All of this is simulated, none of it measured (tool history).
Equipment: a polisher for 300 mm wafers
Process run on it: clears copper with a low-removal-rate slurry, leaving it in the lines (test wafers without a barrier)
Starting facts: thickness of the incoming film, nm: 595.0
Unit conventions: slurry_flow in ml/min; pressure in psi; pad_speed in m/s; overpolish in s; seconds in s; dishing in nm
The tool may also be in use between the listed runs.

run  hour  slurry_flow  pressure  pad_speed  slurry_solids  overpolish  seconds  dishing
  1     0          230         4       1.06              1          23   163.83   54.365
  2   6.7          230         4       0.94              1          23   180.57   49.903
  3   8.9          230         4        1.1              1          23   163.04   55.545
  4  15.2          250       4.5       0.98            1.1          20   153.23   51.318
  5  20.2          275       4.9        0.9            1.2          17   145.37   46.231
  6  24.5          295       5.2       0.86           1.25          15   138.85   45.215
  7  32.2          310       5.4       0.82            1.3          13   139.08   38.583

Run 8, settings as shown, results not yet in. Your forecast:
  8    36          320       5.6       0.82           1.35          12        ?        ?

seconds: 131.03 s
dishing: 37.8 nm
